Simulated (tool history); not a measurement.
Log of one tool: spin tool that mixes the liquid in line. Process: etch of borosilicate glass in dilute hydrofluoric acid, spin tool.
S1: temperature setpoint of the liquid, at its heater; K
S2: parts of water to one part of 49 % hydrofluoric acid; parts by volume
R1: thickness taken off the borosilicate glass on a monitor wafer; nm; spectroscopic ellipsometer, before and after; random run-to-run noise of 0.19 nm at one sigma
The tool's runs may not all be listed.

Run 1, hour 0.0: S1 297.15 K, S2 95 parts by volume, time under the liquid (s) 50. Result: R1 21.587 nm.
Run 2, hour 7.6: S1 297.15 K, S2 95 parts by volume, time under the liquid (s) 50. Result: R1 21.683 nm.
Run 3, hour 9.3: S1 297.15 K, S2 95 parts by volume, time under the liquid (s) 50. Result: R1 21.617 nm.
Run 4, hour 18.2: S1 297.15 K, S2 95 parts by volume, time under the liquid (s) 55. Result: R1 23.681 nm.
Run 5, hour 20.4: S1 299.15 K, S2 85 parts by volume, time under the liquid (s) 55. Result: R1 29.466 nm.
Run 6, hour 24.4: S1 300.65 K, S2 75 parts by volume, time under the liquid (s) 55. Result: R1 35.621 nm.
Run 7, hour 32.6: S1 301.65 K, S2 70 parts by volume, time under the liquid (s) 55. Result: R1 39.938 nm.
Run 8, hour 38.0: S1 302.65 K, S2 65 parts by volume, time under the liquid (s) 55. Result: R1 44.932 nm.
Run 9, hour 46.5: S1 305.15 K, S2 55 parts by volume, time under the liquid (s) 55. Result: R1 59.593 nm.

What does the tool deliver on the next run?
Run 10, hour 50.4: S1 305.15 K, S2 55 parts by volume, time under the liquid (s) 55. Result: R1 ?.

{"run 10": {"R1": 59.488}}
